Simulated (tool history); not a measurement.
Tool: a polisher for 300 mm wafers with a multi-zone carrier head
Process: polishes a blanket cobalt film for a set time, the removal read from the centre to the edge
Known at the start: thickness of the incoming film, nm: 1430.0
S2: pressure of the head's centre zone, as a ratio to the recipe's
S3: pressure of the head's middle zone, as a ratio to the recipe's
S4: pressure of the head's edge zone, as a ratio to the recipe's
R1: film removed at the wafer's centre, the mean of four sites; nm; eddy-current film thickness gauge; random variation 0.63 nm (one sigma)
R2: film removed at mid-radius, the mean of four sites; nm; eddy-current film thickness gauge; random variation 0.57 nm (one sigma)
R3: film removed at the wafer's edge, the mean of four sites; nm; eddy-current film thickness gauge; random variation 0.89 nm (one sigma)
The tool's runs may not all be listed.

{"run": 1, "hour": 0.0, "flow of slurry (ml/min)": 180, "S2": 1.0, "S3": 1.0, "S4": 1.0, "polishing time (s)": 45, "R1": 144.57, "R2": 142.91, "R3": 142.69}
{"run": 2, "hour": 3.5, "flow of slurry (ml/min)": 180, "S2": 1.0, "S3": 0.94, "S4": 1.0, "polishing time (s)": 45, "R1": 144.89, "R2": 135.4, "R3": 141.66}
{"run": 3, "hour": 8.4, "flow of slurry (ml/min)": 220, "S2": 1.0, "S3": 0.94, "S4": 1.0, "polishing time (s)": 45, "R1": 151.16, "R2": 140.75, "R3": 144.64}
{"run": 4, "hour": 14.8, "flow of slurry (ml/min)": 200, "S2": 0.99, "S3": 0.91, "S4": 1.0, "polishing time (s)": 40, "R1": 130.63, "R2": 119.32, "R3": 125.92}
{"run": 5, "hour": 16.9, "flow of slurry (ml/min)": 200, "S2": 0.99, "S3": 0.91, "S4": 1.07, "polishing time (s)": 40, "R1": 131.83, "R2": 119.62, "R3": 132.64}
{"run": 6, "hour": 18.2, "flow of slurry (ml/min)": 200, "S2": 0.99, "S3": 0.91, "S4": 1.07, "polishing time (s)": 44, "R1": 142.44, "R2": 132.15, "R3": 144.44}
{"run": 7, "hour": 25.8, "flow of slurry (ml/min)": 180, "S2": 0.97, "S3": 0.88, "S4": 1.05, "polishing time (s)": 40, "R1": 125.5, "R2": 113.25, "R3": 128.27}
{"run": 8, "hour": 30.2, "flow of slurry (ml/min)": 165, "S2": 0.95, "S3": 0.86, "S4": 1.02, "polishing time (s)": 37, "R1": 113.04, "R2": 103.12, "R3": 117.81}
{"run": 9, "hour": 32.0, "flow of slurry (ml/min)": 155, "S2": 0.95, "S3": 0.85, "S4": 1.0, "polishing time (s)": 35, "R1": 103.65, "R2": 93.98, "R3": 107.27}
{"run": 10, "hour": 35.9, "flow of slurry (ml/min)": 145, "S2": 0.95, "S3": 0.84, "S4": 0.99, "polishing time (s)": 34, "R1": 100.06, "R2": 89.04, "R3": 105.28}

Forecast run 11:
{"run": 11, "hour": 43.4, "flow of slurry (ml/min)": 140, "S2": 0.94, "S3": 0.83, "S4": 0.96, "polishing time (s)": 33, "R1": "?", "R2": "?", "R3": "?"}

{"run 11": {"R1": 94.105, "R2": 85.613, "R3": 99.382}}
